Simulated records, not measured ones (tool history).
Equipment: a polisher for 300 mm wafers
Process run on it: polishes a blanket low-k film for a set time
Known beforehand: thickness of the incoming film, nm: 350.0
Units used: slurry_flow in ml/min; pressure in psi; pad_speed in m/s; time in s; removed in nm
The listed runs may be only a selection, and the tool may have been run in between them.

Run 1, day 0.000: slurry_flow 220 ml/min, pressure 1.7 psi, pad_speed 0.90 m/s, slurry_solids 1.0, time 87 s. Result: removed 31.401 nm.
Run 2, day 0.333: slurry_flow 220 ml/min, pressure 1.7 psi, pad_speed 0.74 m/s, slurry_solids 1.0, time 87 s. Result: removed 26.868 nm.
Run 3, day 0.562: slurry_flow 220 ml/min, pressure 1.9 psi, pad_speed 0.74 m/s, slurry_solids 1.0, time 87 s. Result: removed 29.126 nm.
Run 4, day 0.842: slurry_flow 245 ml/min, pressure 1.9 psi, pad_speed 0.74 m/s, slurry_solids 1.0, time 87 s. Result: removed 30.184 nm.
Run 5, day 0.938: slurry_flow 255 ml/min, pressure 2.0 psi, pad_speed 0.74 m/s, slurry_solids 1.0, time 87 s. Result: removed 31.004 nm.
Run 6, day 1.300: slurry_flow 255 ml/min, pressure 2.0 psi, pad_speed 0.74 m/s, slurry_solids 1.0, time 92 s. Result: removed 32.663 nm.
Run 7, day 1.588: slurry_flow 255 ml/min, pressure 2.1 psi, pad_speed 0.74 m/s, slurry_solids 1.0, time 92 s. Result: removed 34.172 nm.

Run 8 is up next; what results do you expect?
Run 8, day 1.875: slurry_flow 255 ml/min, pressure 2.2 psi, pad_speed 0.74 m/s, slurry_solids 1.0, time 92 s. Result: removed ?.

removed: 35.174 nm
